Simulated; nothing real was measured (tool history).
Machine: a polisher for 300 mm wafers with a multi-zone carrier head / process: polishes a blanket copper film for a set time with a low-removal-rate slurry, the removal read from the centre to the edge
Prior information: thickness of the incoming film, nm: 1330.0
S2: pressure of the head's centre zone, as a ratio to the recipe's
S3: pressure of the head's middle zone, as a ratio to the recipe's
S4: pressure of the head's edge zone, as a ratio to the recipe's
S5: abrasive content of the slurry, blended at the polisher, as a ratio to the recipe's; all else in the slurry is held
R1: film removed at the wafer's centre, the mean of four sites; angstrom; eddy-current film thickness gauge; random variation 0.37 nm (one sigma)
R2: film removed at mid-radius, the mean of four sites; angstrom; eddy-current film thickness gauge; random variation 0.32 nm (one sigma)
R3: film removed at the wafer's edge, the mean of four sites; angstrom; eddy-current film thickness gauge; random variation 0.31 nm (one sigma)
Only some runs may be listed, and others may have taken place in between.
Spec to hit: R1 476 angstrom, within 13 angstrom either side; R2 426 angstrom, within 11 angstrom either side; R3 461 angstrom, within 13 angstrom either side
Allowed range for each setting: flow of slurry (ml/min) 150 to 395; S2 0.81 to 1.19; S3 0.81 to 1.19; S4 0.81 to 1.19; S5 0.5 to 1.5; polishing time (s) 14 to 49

Run 1, hour 0: flow of slurry (ml/min) 250, S2 1, S3 1, S4 1, S5 1, polishing time (s) 31. Result: R1 685.58 angstrom, R2 678.65 angstrom, R3 640.2 angstrom.
Run 2, hour 6: flow of slurry (ml/min) 250, S2 1, S3 1, S4 1, S5 1.2, polishing time (s) 31. Result: R1 711.03 angstrom, R2 709.6 angstrom, R3 672.63 angstrom.
Run 3, hour 7.1: flow of slurry (ml/min) 250, S2 1, S3 1.06, S4 1, S5 1.2, polishing time (s) 31. Result: R1 705.11 angstrom, R2 738.95 angstrom, R3 667.13 angstrom.
Run 4, hour 10.7: flow of slurry (ml/min) 250, S2 1, S3 1.06, S4 1.06, S5 1.2, polishing time (s) 31. Result: R1 693.15 angstrom, R2 752.24 angstrom, R3 681.88 angstrom.
Run 5, hour 18.3: flow of slurry (ml/min) 240, S2 0.97, S3 1, S4 1.02, S5 1.05, polishing time (s) 30. Result: R1 639.98 angstrom, R2 667.43 angstrom, R3 634.48 angstrom.
At hour 21.8: edge zone pressure recalibrated.
Run 6, hour 21.8: flow of slurry (ml/min) 230, S2 0.96, S3 0.96, S4 0.99, S5 0.9, polishing time (s) 29. Result: R1 591.7 angstrom, R2 596.24 angstrom, R3 601.3 angstrom.
Run 7, hour 28.8: flow of slurry (ml/min) 240, S2 0.96, S3 0.94, S4 0.97, S5 0.8, polishing time (s) 28. Result: R1 556.2 angstrom, R2 551.96 angstrom, R3 554.79 angstrom.
Run 8, hour 32.2: flow of slurry (ml/min) 240, S2 0.96, S3 0.91, S4 0.95, S5 0.75, polishing time (s) 27. Result: R1 536.19 angstrom, R2 511.86 angstrom, R3 539.31 angstrom.
Run 9, hour 40.5: flow of slurry (ml/min) 245, S2 0.96, S3 0.9, S4 0.93, S5 0.7, polishing time (s) 26. Result: R1 509.37 angstrom, R2 491.26 angstrom, R3 494.45 angstrom.
Run 10, hour 44.3: flow of slurry (ml/min) 175, S2 0.97, S3 0.81, S4 0.94, S5 0.6, polishing time (s) 25. Result: R1 456.21 angstrom, R2 395.33 angstrom, R3 454.31 angstrom.
Run 11, hour 50.5: flow of slurry (ml/min) 190, S2 0.97, S3 0.82, S4 0.93, S5 0.6, polishing time (s) 25. Result: R1 460.3 angstrom, R2 414.36 angstrom, R3 462.74 angstrom.
Run 12, hour 54.2: flow of slurry (ml/min) 195, S2 0.97, S3 0.82, S4 0.92, S5 0.6, polishing time (s) 25. Result: R1 463.55 angstrom, R2 407.35 angstrom, R3 458.85 angstrom.

Which of these 5 next moves meets every target?
Run A, hour 57.9: flow of slurry (ml/min) 215, S2 1.09, S3 0.89, S4 0.88, S5 0.6, polishing time (s) 24. Result: R1 ?, R2 ?, R3 ?.
Run B, hour 57.9: flow of slurry (ml/min) 275, S2 0.95, S3 0.82, S4 0.89, S5 0.55, polishing time (s) 25. Result: R1 ?, R2 ?, R3 ?.
Run C, hour 57.9: flow of slurry (ml/min) 215, S2 0.91, S3 0.88, S4 0.92, S5 0.65, polishing time (s) 25. Result: R1 ?, R2 ?, R3 ?.
Run D, hour 57.9: flow of slurry (ml/min) 195, S2 1.08, S3 0.87, S4 0.81, S5 0.55, polishing time (s) 25. Result: R1 ?, R2 ?, R3 ?.
Run E, hour 57.9: flow of slurry (ml/min) 200, S2 1.04, S3 0.93, S4 0.81, S5 0.6, polishing time (s) 25. Result: R1 ?, R2 ?, R3 ?.

move      R1      R2      R3
   A  512.31   425.3   436.4
   B  474.69  422.08  462.04
   C  450.98  445.31  470.36
   D   511.9  421.86  426.89
   E  502.61  454.39  434.14
A: puts the biggest miss on target and leaves a different result outside tolerance
B: each result inside its tolerance
C: takes the result that was furthest off past its target
D: puts the biggest miss on target and leaves a different result outside tolerance
E: takes the result that was furthest off past its target
So the answer is move B, the one that meets all the targets.
